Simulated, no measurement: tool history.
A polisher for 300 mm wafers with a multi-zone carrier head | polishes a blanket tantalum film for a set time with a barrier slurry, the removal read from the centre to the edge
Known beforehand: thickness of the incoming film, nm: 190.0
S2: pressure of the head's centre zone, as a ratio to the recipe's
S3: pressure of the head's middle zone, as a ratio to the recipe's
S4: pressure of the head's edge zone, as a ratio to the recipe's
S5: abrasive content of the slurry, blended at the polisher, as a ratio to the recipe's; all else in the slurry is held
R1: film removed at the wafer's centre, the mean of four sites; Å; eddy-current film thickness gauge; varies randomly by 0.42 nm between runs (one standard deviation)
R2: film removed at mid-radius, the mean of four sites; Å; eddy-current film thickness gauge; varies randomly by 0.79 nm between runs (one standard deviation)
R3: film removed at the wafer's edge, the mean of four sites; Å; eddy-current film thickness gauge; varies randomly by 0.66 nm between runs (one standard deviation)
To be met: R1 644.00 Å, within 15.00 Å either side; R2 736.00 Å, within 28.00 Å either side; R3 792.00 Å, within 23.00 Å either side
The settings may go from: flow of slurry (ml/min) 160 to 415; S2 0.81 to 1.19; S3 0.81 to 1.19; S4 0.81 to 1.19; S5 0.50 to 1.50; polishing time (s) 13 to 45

{"run": 1, "hour": 0.0, "flow of slurry (ml/min)": 265, "S2": 1.0, "S3": 1.0, "S4": 1.0, "S5": 1.0, "polishing time (s)": 29, "R1": 733.36, "R2": 737.45, "R3": 703.86}
{"run": 2, "hour": 7.8, "flow of slurry (ml/min)": 265, "S2": 1.0, "S3": 0.95, "S4": 1.0, "S5": 1.0, "polishing time (s)": 29, "R1": 735.04, "R2": 694.7, "R3": 710.72}
{"run": 3, "hour": 12.8, "flow of slurry (ml/min)": 265, "S2": 1.0, "S3": 1.02, "S4": 1.0, "S5": 1.0, "polishing time (s)": 29, "R1": 729.42, "R2": 739.17, "R3": 699.36}
{"run": 4, "hour": 21.5, "flow of slurry (ml/min)": 320, "S2": 1.0, "S3": 1.02, "S4": 1.0, "S5": 1.0, "polishing time (s)": 29, "R1": 754.92, "R2": 754.04, "R3": 712.66}
{"run": 5, "hour": 25.3, "flow of slurry (ml/min)": 320, "S2": 1.06, "S3": 1.02, "S4": 1.0, "S5": 1.0, "polishing time (s)": 29, "R1": 804.7, "R2": 757.9, "R3": 722.54}
{"run": 6, "hour": 32.6, "flow of slurry (ml/min)": 320, "S2": 1.06, "S3": 0.95, "S4": 1.0, "S5": 1.0, "polishing time (s)": 29, "R1": 792.02, "R2": 717.96, "R3": 719.89}
{"run": 7, "hour": 35.2, "flow of slurry (ml/min)": 310, "S2": 1.03, "S3": 0.95, "S4": 1.02, "S5": 1.05, "polishing time (s)": 29, "R1": 782.22, "R2": 715.92, "R3": 733.18}
{"run": 8, "hour": 42.9, "flow of slurry (ml/min)": 295, "S2": 1.0, "S3": 0.96, "S4": 1.04, "S5": 1.05, "polishing time (s)": 29, "R1": 758.57, "R2": 729.7, "R3": 740.38}
{"run": 9, "hour": 44.7, "flow of slurry (ml/min)": 235, "S2": 0.9, "S3": 0.91, "S4": 1.14, "S5": 1.1, "polishing time (s)": 29, "R1": 663.83, "R2": 689.67, "R3": 761.35}
{"run": 10, "hour": 45.4, "flow of slurry (ml/min)": 235, "S2": 0.89, "S3": 0.92, "S4": 1.15, "S5": 1.1, "polishing time (s)": 29, "R1": 667.05, "R2": 685.6, "R3": 770.77}
{"run": 11, "hour": 53.9, "flow of slurry (ml/min)": 235, "S2": 0.88, "S3": 0.93, "S4": 1.15, "S5": 1.1, "polishing time (s)": 29, "R1": 654.32, "R2": 700.46, "R3": 761.27}
{"run": 12, "hour": 55.4, "flow of slurry (ml/min)": 235, "S2": 0.87, "S3": 0.93, "S4": 1.15, "S5": 1.1, "polishing time (s)": 29, "R1": 645.21, "R2": 703.7, "R3": 759.26}
{"run": 13, "hour": 60.5, "flow of slurry (ml/min)": 235, "S2": 0.87, "S3": 0.93, "S4": 1.16, "S5": 1.1, "polishing time (s)": 29, "R1": 650.68, "R2": 702.95, "R3": 774.24}

Next run, 4 choices. One meets every target within its allowed miss, the rest don't. Which?
{"run": "A", "hour": 65.6, "flow of slurry (ml/min)": 230, "S2": 0.88, "S3": 1.01, "S4": 1.11, "S5": 0.95, "polishing time (s)": 30, "R1": "?", "R2": "?", "R3": "?"}
{"run": "B", "hour": 65.6, "flow of slurry (ml/min)": 205, "S2": 0.87, "S3": 1.0, "S4": 1.19, "S5": 1.05, "polishing time (s)": 30, "R1": "?", "R2": "?", "R3": "?"}
{"run": "C", "hour": 65.6, "flow of slurry (ml/min)": 250, "S2": 0.86, "S3": 0.97, "S4": 1.12, "S5": 1.1, "polishing time (s)": 29, "R1": "?", "R2": "?", "R3": "?"}
{"run": "D", "hour": 65.6, "flow of slurry (ml/min)": 230, "S2": 0.85, "S3": 0.88, "S4": 1.15, "S5": 1.05, "polishing time (s)": 30, "R1": "?", "R2": "?", "R3": "?"}

move=A R1=649.92 R2=756.74 R3=747.03
move=B R1=647.50 R2=757.83 R3=785.72
move=C R1=646.57 R2=743.91 R3=761.47
move=D R1=644.54 R2=693.18 R3=783.19
A: the worst result of the last run now meets its target, but another is out of spec
B: all results land within tolerance of their targets
C: the worst result of the last run now meets its target, but another is out of spec
D: moves away from the targets compared with the last run
B meets every target.
